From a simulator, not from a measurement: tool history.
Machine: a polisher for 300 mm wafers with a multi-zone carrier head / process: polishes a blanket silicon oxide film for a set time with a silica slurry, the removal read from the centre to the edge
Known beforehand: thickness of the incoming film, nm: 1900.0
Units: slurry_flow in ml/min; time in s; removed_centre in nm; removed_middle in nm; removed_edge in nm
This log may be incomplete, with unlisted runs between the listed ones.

Run 1, hour 0: slurry_flow 260 ml/min, centre_zone 1, middle_zone 1, edge_zone 1, slurry_solids 1, time 37 s. Result: removed_centre 99.883 nm, removed_middle 109.42 nm, removed_edge 106.87 nm.
Run 2, hour 4.5: slurry_flow 260 ml/min, centre_zone 1, middle_zone 1, edge_zone 1, slurry_solids 0.85, time 37 s. Result: removed_centre 93.502 nm, removed_middle 98.788 nm, removed_edge 97.875 nm.
Run 3, hour 8.9: slurry_flow 260 ml/min, centre_zone 1, middle_zone 1, edge_zone 1, slurry_solids 1, time 37 s. Result: removed_centre 101.55 nm, removed_middle 106.84 nm, removed_edge 105.1 nm.
Run 4, hour 13.5: slurry_flow 260 ml/min, centre_zone 1.03, middle_zone 1, edge_zone 1, slurry_solids 1, time 37 s. Result: removed_centre 103.05 nm, removed_middle 105.33 nm, removed_edge 105.23 nm.
Run 5, hour 14.7: slurry_flow 260 ml/min, centre_zone 0.99, middle_zone 1, edge_zone 1, slurry_solids 1, time 37 s. Result: removed_centre 98.849 nm, removed_middle 107.95 nm, removed_edge 105.14 nm.
Run 6, hour 20.6: slurry_flow 265 ml/min, centre_zone 1.03, middle_zone 1.02, edge_zone 0.95, slurry_solids 0.9, time 37 s. Result: removed_centre 101.76 nm, removed_middle 104.32 nm, removed_edge 100.21 nm.
Run 7, hour 24.8: slurry_flow 265 ml/min, centre_zone 1.05, middle_zone 1.04, edge_zone 0.91, slurry_solids 0.8, time 37 s. Result: removed_centre 96.67 nm, removed_middle 99.587 nm, removed_edge 91.417 nm.
Run 8, hour 26.8: slurry_flow 260 ml/min, centre_zone 1.07, middle_zone 1.04, edge_zone 0.88, slurry_solids 0.8, time 37 s. Result: removed_centre 98.65 nm, removed_middle 99.675 nm, removed_edge 89.881 nm.

For run 9, what comes out?
Run 9, hour 33.5: slurry_flow 255 ml/min, centre_zone 1.08, middle_zone 1.03, edge_zone 0.86, slurry_solids 0.8, time 37 s. Result: removed_centre ?, removed_middle ?, removed_edge ?.

removed_centre: 99.232 nm
removed_middle: 97.836 nm
removed_edge: 86.588 nm
